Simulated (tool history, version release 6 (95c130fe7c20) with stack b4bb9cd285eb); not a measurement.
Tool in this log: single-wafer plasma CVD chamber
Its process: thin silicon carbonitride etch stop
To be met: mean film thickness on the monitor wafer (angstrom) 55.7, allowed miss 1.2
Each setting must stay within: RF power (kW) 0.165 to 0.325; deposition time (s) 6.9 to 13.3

run	hour	RF power (kW)	deposition time (s)	mean film thickness on the monitor wafer (angstrom)
1	0	0.245	10.1	60.197
2	8	0.245	11.6	68.34
3	16.3	0.24	11.4	67.854
4	24.8	0.24	11.1	65.497
5	31	0.24	12.2	71.936
6	36.6	0.265	12.2	73.762
7	37.6	0.26	11.9	71.282
8	44.5	0.255	11.6	69.709
9	49.2	0.25	11.4	68.007
10	51.2	0.245	11.2	66.411
# hour 58: RF generator calibrated
11	58	0.24	11	66.297
12	60.4	0.24	10.7	64.148
13	63.6	0.24	10.5	63.11
14	69.8	0.24	10.3	61.685
15	75.3	0.24	10.2	61.206

Exercise: of the 5 proposed moves below, exactly one satisfies all targets within the stated allowed misses. Which move is it?
A	80.8	0.245	10.9	?
B	80.8	0.28	11	?
C	80.8	0.24	9.3	?
D	80.8	0.185	12.6	?
E	80.8	0.26	11.9	?

move	mean film thickness on the monitor wafer (angstrom)
A	65.392
B	67.976
C	55.544
D	71.277
E	72.329
A: moves away from the targets compared with the last run
B: moves away from the targets compared with the last run
C: hits every target within its allowed miss
D: moves away from the targets compared with the last run
E: moves away from the targets compared with the last run
Move C is the one to make.
